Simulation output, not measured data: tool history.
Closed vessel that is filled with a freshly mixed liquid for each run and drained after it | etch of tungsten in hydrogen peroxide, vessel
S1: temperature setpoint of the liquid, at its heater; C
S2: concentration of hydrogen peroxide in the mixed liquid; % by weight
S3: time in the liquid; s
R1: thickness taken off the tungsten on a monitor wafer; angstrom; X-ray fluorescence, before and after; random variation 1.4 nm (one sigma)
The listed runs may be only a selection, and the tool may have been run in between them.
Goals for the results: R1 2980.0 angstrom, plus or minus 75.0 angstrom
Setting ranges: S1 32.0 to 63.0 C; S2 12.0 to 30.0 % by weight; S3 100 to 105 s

run 1 hour=0.0 | S1=47.0 S2=22.0 S3=100 | R1=2482.0
run 2 hour=8.1 | S1=47.5 S2=22.0 S3=100 | R1=2532.1
run 3 hour=15.2 | S1=48.0 S2=22.0 S3=100 | R1=2604.0
run 4 hour=19.5 | S1=42.0 S2=22.0 S3=100 | R1=1786.0
run 5 hour=24.3 | S1=42.0 S2=25.0 S3=100 | R1=1900.6
run 6 hour=30.8 | S1=42.0 S2=22.5 S3=100 | R1=1798.4
run 7 hour=32.8 | S1=44.0 S2=22.5 S3=100 | R1=2047.9
run 8 hour=35.8 | S1=45.5 S2=22.5 S3=100 | R1=2278.2
run 9 hour=40.0 | S1=46.5 S2=22.5 S3=100 | R1=2395.7
run 10 hour=42.6 | S1=51.0 S2=22.5 S3=100 | R1=3181.5
run 11 hour=46.7 | S1=50.5 S2=22.5 S3=100 | R1=3077.3

Exactly one of the 5 candidate moves below puts every result within its allowed miss. Which one?
run A hour=50.8 | S1=48.0 S2=23.0 S3=105 | R1=?
run B hour=50.8 | S1=49.5 S2=22.0 S3=105 | R1=?
run C hour=50.8 | S1=52.5 S2=13.5 S3=105 | R1=?
run D hour=50.8 | S1=48.5 S2=23.5 S3=100 | R1=?
run E hour=50.8 | S1=51.5 S2=16.0 S3=100 | R1=?

move=A R1=2796.3
move=B R1=2999.5
move=C R1=2819.4
move=D R1=2776.4
move=E R1=2751.9
A: takes the biggest miss from the last run beyond its target
B: each result inside its tolerance
C: takes the biggest miss from the last run beyond its target
D: takes the biggest miss from the last run beyond its target
E: takes the biggest miss from the last run beyond its target
Go with B: it meets all targets.
